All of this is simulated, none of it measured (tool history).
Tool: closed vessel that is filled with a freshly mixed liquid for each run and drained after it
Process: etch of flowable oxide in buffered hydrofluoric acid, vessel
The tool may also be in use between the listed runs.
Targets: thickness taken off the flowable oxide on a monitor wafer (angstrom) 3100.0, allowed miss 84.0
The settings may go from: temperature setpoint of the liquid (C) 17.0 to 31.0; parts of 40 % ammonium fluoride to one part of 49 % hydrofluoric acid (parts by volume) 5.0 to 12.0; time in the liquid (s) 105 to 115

run,hour,temperature setpoint of the liquid (C),parts of 40 % ammonium fluoride to one part of 49 % hydrofluoric acid (parts by volume),time in the liquid (s),thickness taken off the flowable oxide on a monitor wafer (angstrom)
1,0.0,23.0,7.0,105,4801.2
2,2.5,22.0,7.0,105,4512.6
3,11.0,25.0,7.0,105,5310.6
4,18.6,23.5,7.0,105,4914.2
5,23.8,23.5,7.0,115,5410.5
6,29.4,22.5,7.5,115,4741.9
7,35.5,21.5,7.5,115,4497.6
8,39.5,20.5,7.5,115,4215.1

4 next moves are on the table. One of them brings every result within its allowed miss. Which?
A,43.5,18.0,8.0,105,?
B,43.5,25.5,8.0,115,?
C,43.5,19.0,10.0,105,?
D,43.5,21.5,5.0,115,?

move,thickness taken off the flowable oxide on a monitor wafer (angstrom)
A,3133.8
B,5196.6
C,2730.6
D,6434.5
A: meets every target
B: further off than the last run
C: takes the result that was furthest off past its target
D: further off than the last run
The right move is A.
